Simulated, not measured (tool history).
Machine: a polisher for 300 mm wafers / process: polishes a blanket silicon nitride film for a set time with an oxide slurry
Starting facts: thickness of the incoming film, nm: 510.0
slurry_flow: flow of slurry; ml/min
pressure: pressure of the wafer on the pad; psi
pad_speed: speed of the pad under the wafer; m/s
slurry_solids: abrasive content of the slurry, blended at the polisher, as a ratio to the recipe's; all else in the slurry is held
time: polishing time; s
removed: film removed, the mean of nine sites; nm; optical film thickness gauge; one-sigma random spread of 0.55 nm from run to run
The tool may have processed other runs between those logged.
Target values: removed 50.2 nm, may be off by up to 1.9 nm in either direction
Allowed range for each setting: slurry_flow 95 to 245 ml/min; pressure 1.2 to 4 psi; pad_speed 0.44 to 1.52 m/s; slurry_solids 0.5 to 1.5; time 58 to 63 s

run,day,slurry_flow,pressure,pad_speed,slurry_solids,time,removed
1,0,155,2.6,0.98,1,63,30.779
2,0.279,155,2.6,0.98,1,58,28.188
3,0.575,160,3,0.98,1,58,32.909
4,0.688,165,3.3,1,1,58,36.296
5,1.042,165,2.8,1,1,58,30.872
6,1.342,165,3.1,1.04,1,58,35.105
7,1.533,165,3.3,1.06,1,58,38.019
8,1.65,165,3.5,1.08,1,58,40.684
9,1.871,165,3.6,1.1,1,58,42.049
10,2.05,165,3.6,1.1,1,58,42.438
11,2.321,165,3.7,1.12,1,58,43.415

Exercise: of the 5 proposed moves below, exactly one satisfies all targets within the stated allowed misses. Which move is it?
A,2.592,165,3.8,1.32,1,63,?
B,2.592,180,3.9,1.16,1.15,63,?
C,2.592,160,3.1,1.46,1.15,63,?
D,2.592,175,3.8,1.14,1.15,63,?
E,2.592,150,3.8,1.38,1.05,63,?

move,removed
A,54.718
B,55.843
C,51.044
D,53.607
E,56.842
A: moves the result that the last run missed by most past its target, out the other side
B: moves the result that the last run missed by most past its target, out the other side
C: meets every target
D: moves the result that the last run missed by most past its target, out the other side
E: moves the result that the last run missed by most past its target, out the other side
So the answer is move C, the one that meets all the targets.
